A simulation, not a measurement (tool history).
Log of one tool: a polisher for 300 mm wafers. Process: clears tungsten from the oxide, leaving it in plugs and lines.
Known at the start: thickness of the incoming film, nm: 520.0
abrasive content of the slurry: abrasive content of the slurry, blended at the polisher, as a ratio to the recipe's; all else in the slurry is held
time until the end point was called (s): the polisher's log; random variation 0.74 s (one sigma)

run,hour,flow of slurry (ml/min),pressure of the wafer on the pad (kPa),speed of the pad under the wafer (m/s),abrasive content of the slurry,overpolish time after the end point (s),time until the end point was called (s)
1,0,320,33.8,1.34,1,34,72.507
2,4.4,320,27.6,1.34,1,34,88.539
3,10.4,320,27.6,1.66,1,34,73.696
4,18.3,320,29,1.66,1,34,70.807
5,19.8,320,29,1.4,1,34,79.91
6,27.8,320,31,1.42,1,34,74.888
7,29.9,320,32.4,1.42,1,34,72.734
8,32.1,320,33.8,1.44,1,34,67.347

Forecast run 9:
9,38.7,320,35.2,1.44,1,34,?

time until the end point was called (s): 67.295

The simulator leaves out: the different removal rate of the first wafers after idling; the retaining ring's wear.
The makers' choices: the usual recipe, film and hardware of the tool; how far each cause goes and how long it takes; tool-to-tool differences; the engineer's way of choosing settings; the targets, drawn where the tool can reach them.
